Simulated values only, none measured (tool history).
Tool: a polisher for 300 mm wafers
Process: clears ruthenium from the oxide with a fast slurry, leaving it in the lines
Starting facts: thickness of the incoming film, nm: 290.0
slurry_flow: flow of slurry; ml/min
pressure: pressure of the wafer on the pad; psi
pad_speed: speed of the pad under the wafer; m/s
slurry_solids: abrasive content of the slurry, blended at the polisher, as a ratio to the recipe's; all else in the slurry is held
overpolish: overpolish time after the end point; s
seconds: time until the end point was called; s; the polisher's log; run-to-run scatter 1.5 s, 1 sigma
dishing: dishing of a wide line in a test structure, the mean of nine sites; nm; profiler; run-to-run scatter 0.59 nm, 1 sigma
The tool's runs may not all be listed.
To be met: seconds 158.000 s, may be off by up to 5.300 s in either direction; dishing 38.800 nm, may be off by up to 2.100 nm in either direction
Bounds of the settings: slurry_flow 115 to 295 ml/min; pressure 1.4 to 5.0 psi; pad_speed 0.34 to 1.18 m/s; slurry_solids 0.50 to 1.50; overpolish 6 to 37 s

run 1 hour=0.0 | slurry_flow=190 pressure=3.2 pad_speed=0.76 slurry_solids=1.00 overpolish=19 | seconds=82.402 dishing=53.086
run 2 hour=6.8 | slurry_flow=190 pressure=3.2 pad_speed=0.66 slurry_solids=1.00 overpolish=19 | seconds=94.141 dishing=46.047
run 3 hour=11.3 | slurry_flow=185 pressure=2.9 pad_speed=0.66 slurry_solids=1.00 overpolish=20 | seconds=105.120 dishing=43.835
run 4 hour=12.6 | slurry_flow=180 pressure=2.7 pad_speed=0.66 slurry_solids=1.00 overpolish=21 | seconds=113.030 dishing=43.404
run 5 hour=16.7 | slurry_flow=180 pressure=3.0 pad_speed=0.66 slurry_solids=1.00 overpolish=21 | seconds=101.330 dishing=47.639
run 6 hour=21.1 | slurry_flow=180 pressure=2.8 pad_speed=0.66 slurry_solids=1.00 overpolish=22 | seconds=108.690 dishing=47.066
run 7 hour=27.1 | slurry_flow=180 pressure=2.8 pad_speed=0.66 slurry_solids=1.00 overpolish=22 | seconds=107.140 dishing=46.606
run 8 hour=33.9 | slurry_flow=175 pressure=2.6 pad_speed=0.66 slurry_solids=1.00 overpolish=23 | seconds=116.550 dishing=44.646
run 9 hour=34.6 | slurry_flow=145 pressure=1.7 pad_speed=0.66 slurry_solids=1.00 overpolish=27 | seconds=178.360 dishing=35.248
run 10 hour=38.4 | slurry_flow=155 pressure=1.7 pad_speed=0.66 slurry_solids=1.00 overpolish=27 | seconds=182.470 dishing=35.785
run 11 hour=43.5 | slurry_flow=160 pressure=1.8 pad_speed=0.66 slurry_solids=1.00 overpolish=27 | seconds=169.540 dishing=38.392
run 12 hour=51.7 | slurry_flow=165 pressure=1.8 pad_speed=0.66 slurry_solids=1.00 overpolish=27 | seconds=167.550 dishing=36.471
run 13 hour=60.7 | slurry_flow=170 pressure=1.8 pad_speed=0.66 slurry_solids=1.00 overpolish=27 | seconds=165.920 dishing=38.203
run 14 hour=68.0 | slurry_flow=175 pressure=1.8 pad_speed=0.66 slurry_solids=1.00 overpolish=27 | seconds=167.050 dishing=39.149
run 15 hour=71.7 | slurry_flow=180 pressure=1.8 pad_speed=0.66 slurry_solids=1.00 overpolish=27 | seconds=167.090 dishing=37.487

Which of these 5 next moves meets every target?
run A hour=75.4 | slurry_flow=120 pressure=1.8 pad_speed=0.78 slurry_solids=0.80 overpolish=25 | seconds=? dishing=?
run B hour=75.4 | slurry_flow=145 pressure=2.3 pad_speed=0.68 slurry_solids=0.65 overpolish=26 | seconds=? dishing=?
run C hour=75.4 | slurry_flow=175 pressure=2.2 pad_speed=0.60 slurry_solids=0.80 overpolish=28 | seconds=? dishing=?
run D hour=75.4 | slurry_flow=165 pressure=2.2 pad_speed=0.50 slurry_solids=1.30 overpolish=26 | seconds=? dishing=?
run E hour=75.4 | slurry_flow=170 pressure=2.0 pad_speed=0.58 slurry_solids=1.05 overpolish=23 | seconds=? dishing=?

move=A seconds=173.320 dishing=34.261
move=B seconds=172.070 dishing=35.754
move=C seconds=170.260 dishing=38.627
move=D seconds=159.630 dishing=38.291
move=E seconds=166.460 dishing=32.928
A: misses by more than the last run did
B: misses by more than the last run did
C: misses by more than the last run did
D: each result inside its tolerance
E: misses by more than the last run did
Answer: D
